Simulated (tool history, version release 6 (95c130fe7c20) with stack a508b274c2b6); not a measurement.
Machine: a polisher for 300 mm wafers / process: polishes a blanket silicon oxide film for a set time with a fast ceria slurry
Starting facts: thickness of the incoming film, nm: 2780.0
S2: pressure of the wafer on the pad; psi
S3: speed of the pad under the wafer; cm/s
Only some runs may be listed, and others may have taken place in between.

Run 1, hour 0.0: flow of slurry (ml/min) 160, S2 3.1 psi, S3 116 cm/s, polishing time (s) 65. Result: film removed (nm) 1467.2.
Run 2, hour 1.0: flow of slurry (ml/min) 160, S2 3.3 psi, S3 116 cm/s, polishing time (s) 65. Result: film removed (nm) 1537.1.
Run 3, hour 2.9: flow of slurry (ml/min) 135, S2 3.3 psi, S3 116 cm/s, polishing time (s) 65. Result: film removed (nm) 1502.3.
Run 4, hour 11.2: flow of slurry (ml/min) 135, S2 3.3 psi, S3 116 cm/s, polishing time (s) 65. Result: film removed (nm) 1537.7.
Run 5, hour 17.0: flow of slurry (ml/min) 135, S2 3.5 psi, S3 116 cm/s, polishing time (s) 65. Result: film removed (nm) 1582.9.
Run 6, hour 23.2: flow of slurry (ml/min) 135, S2 3.7 psi, S3 116 cm/s, polishing time (s) 65. Result: film removed (nm) 1696.7.
Run 7, hour 28.0: flow of slurry (ml/min) 135, S2 3.8 psi, S3 116 cm/s, polishing time (s) 65. Result: film removed (nm) 1726.3.

Estimate the outcome of run 8 from the log above:
Run 8, hour 32.6: flow of slurry (ml/min) 135, S2 3.9 psi, S3 116 cm/s, polishing time (s) 65. Result: film removed (nm) ?.

Run 8 measured film removed (nm) 1759.8.

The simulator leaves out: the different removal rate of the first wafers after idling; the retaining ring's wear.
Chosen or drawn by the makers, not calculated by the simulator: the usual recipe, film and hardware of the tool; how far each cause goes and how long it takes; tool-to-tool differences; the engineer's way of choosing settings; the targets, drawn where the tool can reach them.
